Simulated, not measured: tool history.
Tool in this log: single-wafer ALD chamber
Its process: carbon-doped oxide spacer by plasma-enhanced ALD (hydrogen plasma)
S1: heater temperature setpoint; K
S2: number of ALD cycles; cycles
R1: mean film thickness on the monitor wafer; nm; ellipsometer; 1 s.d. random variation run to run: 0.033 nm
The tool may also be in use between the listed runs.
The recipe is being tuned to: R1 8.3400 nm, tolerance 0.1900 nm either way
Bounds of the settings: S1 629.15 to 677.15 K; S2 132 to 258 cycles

Run 1, hour 0.0: S1 653.15 K, S2 195 cycles. Result: R1 9.6635 nm.
Run 2, hour 7.8: S1 653.15 K, S2 185 cycles. Result: R1 9.1635 nm.
Run 3, hour 15.3: S1 658.15 K, S2 185 cycles. Result: R1 9.1410 nm.
Run 4, hour 20.1: S1 648.15 K, S2 185 cycles. Result: R1 9.1720 nm.
Run 5, hour 21.1: S1 648.15 K, S2 183 cycles. Result: R1 9.0671 nm.
Run 6, hour 27.5: S1 648.15 K, S2 181 cycles. Result: R1 8.9345 nm.
Run 7, hour 32.8: S1 648.15 K, S2 180 cycles. Result: R1 8.9736 nm.
Run 8, hour 34.5: S1 648.15 K, S2 178 cycles. Result: R1 8.8330 nm.
Run 9, hour 35.6: S1 648.15 K, S2 177 cycles. Result: R1 8.7193 nm.
Run 10, hour 40.7: S1 648.15 K, S2 176 cycles. Result: R1 8.7082 nm.

Of the 5 settings listed for the next run, only one would bring every result within its allowed miss of target. Which one?
Run A, hour 45.8: S1 647.15 K, S2 179 cycles. Result: R1 ?.
Run B, hour 45.8: S1 649.15 K, S2 177 cycles. Result: R1 ?.
Run C, hour 45.8: S1 643.15 K, S2 180 cycles. Result: R1 ?.
Run D, hour 45.8: S1 652.15 K, S2 180 cycles. Result: R1 ?.
Run E, hour 45.8: S1 629.15 K, S2 168 cycles. Result: R1 ?.

move      R1
   A  8.8903
   B  8.7909
   C  8.9399
   D  8.9399
   E  8.3439
A: lands further from the targets than the last run did
B: lands further from the targets than the last run did
C: lands further from the targets than the last run did
D: lands further from the targets than the last run did
E: each result inside its tolerance
E meets every target.

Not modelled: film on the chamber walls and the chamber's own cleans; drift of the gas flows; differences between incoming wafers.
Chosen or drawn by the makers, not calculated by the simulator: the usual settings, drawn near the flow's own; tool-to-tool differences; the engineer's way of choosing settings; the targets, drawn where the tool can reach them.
